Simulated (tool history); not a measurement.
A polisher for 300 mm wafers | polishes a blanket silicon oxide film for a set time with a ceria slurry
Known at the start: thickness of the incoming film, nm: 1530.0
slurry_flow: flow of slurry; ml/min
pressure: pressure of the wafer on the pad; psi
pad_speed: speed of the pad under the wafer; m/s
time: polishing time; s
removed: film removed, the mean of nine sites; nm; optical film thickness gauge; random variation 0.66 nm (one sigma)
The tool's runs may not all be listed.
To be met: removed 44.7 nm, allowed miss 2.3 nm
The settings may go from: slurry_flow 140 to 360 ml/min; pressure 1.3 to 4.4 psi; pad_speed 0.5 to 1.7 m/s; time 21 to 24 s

Run 1, day 0: slurry_flow 230 ml/min, pressure 2.8 psi, pad_speed 1.1 m/s, time 24 s. Result: removed 96.049 nm.
Run 2, day 0.35: slurry_flow 230 ml/min, pressure 2.4 psi, pad_speed 1.04 m/s, time 24 s. Result: removed 80.903 nm.
Run 3, day 0.671: slurry_flow 230 ml/min, pressure 3 psi, pad_speed 1.04 m/s, time 24 s. Result: removed 96.723 nm.
Run 4, day 1.017: slurry_flow 230 ml/min, pressure 2.3 psi, pad_speed 1.04 m/s, time 24 s. Result: removed 75.465 nm.
Run 5, day 1.304: slurry_flow 230 ml/min, pressure 2.1 psi, pad_speed 1 m/s, time 24 s. Result: removed 68.295 nm.
Run 6, day 1.638: slurry_flow 230 ml/min, pressure 1.9 psi, pad_speed 0.96 m/s, time 24 s. Result: removed 61.917 nm.
Run 7, day 1.75: slurry_flow 230 ml/min, pressure 1.8 psi, pad_speed 0.92 m/s, time 24 s. Result: removed 58.065 nm.
Run 8, day 1.912: slurry_flow 230 ml/min, pressure 1.7 psi, pad_speed 0.9 m/s, time 24 s. Result: removed 54.003 nm.
Run 9, day 2.2: slurry_flow 230 ml/min, pressure 1.6 psi, pad_speed 0.88 m/s, time 24 s. Result: removed 49.809 nm.
Run 10, day 2.292: slurry_flow 230 ml/min, pressure 1.5 psi, pad_speed 0.88 m/s, time 24 s. Result: removed 49.379 nm.

5 next moves are on the table. One of them brings every result within its allowed miss. Which?
Run A, day 2.383: slurry_flow 300 ml/min, pressure 1.3 psi, pad_speed 1.04 m/s, time 24 s. Result: removed ?.
Run B, day 2.383: slurry_flow 210 ml/min, pressure 1.4 psi, pad_speed 1.06 m/s, time 23 s. Result: removed ?.
Run C, day 2.383: slurry_flow 245 ml/min, pressure 1.9 psi, pad_speed 0.82 m/s, time 24 s. Result: removed ?.
Run D, day 2.383: slurry_flow 165 ml/min, pressure 1.4 psi, pad_speed 1.2 m/s, time 23 s. Result: removed ?.
Run E, day 2.383: slurry_flow 180 ml/min, pressure 2.2 psi, pad_speed 0.66 m/s, time 21 s. Result: removed ?.

move  removed
   A   51.323
   B   50.677
   C   56.938
   D   53.628
   E   46.386
A: further off than the last run
B: further off than the last run
C: further off than the last run
D: further off than the last run
E: meets every target
Answer: E
